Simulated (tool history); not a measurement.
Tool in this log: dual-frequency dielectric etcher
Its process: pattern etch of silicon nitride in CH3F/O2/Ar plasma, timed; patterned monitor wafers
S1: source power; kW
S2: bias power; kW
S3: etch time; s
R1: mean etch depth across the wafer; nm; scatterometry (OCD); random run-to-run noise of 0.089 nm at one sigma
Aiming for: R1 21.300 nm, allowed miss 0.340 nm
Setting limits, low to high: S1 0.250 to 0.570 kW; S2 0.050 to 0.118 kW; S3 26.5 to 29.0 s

run,hour,S1,S2,S3,R1
1,0.0,0.410,0.084,29.0,23.594
2,8.6,0.410,0.084,26.5,21.561
3,17.5,0.410,0.074,26.5,20.595
4,23.6,0.420,0.074,26.5,20.944
# hour 28.3: bias power generator calibrated
5,28.3,0.430,0.074,26.5,21.107
6,31.7,0.430,0.066,26.5,20.121
7,33.8,0.450,0.066,26.5,20.355
8,40.8,0.470,0.067,26.5,20.967

Consider the 5 candidate settings below. Which is the only one whose results all fall within their allowed miss of target?
A,47.8,0.450,0.063,27.0,?
B,47.8,0.410,0.063,28.0,?
C,47.8,0.470,0.060,27.0,?
D,47.8,0.540,0.053,27.5,?
E,47.8,0.450,0.061,27.0,?

move,R1
A,20.625
B,20.620
C,20.638
D,21.325
E,20.400
A: moves away from the targets compared with the last run
B: moves away from the targets compared with the last run
C: moves away from the targets compared with the last run
D: each result inside its tolerance
E: moves away from the targets compared with the last run
D meets every target.
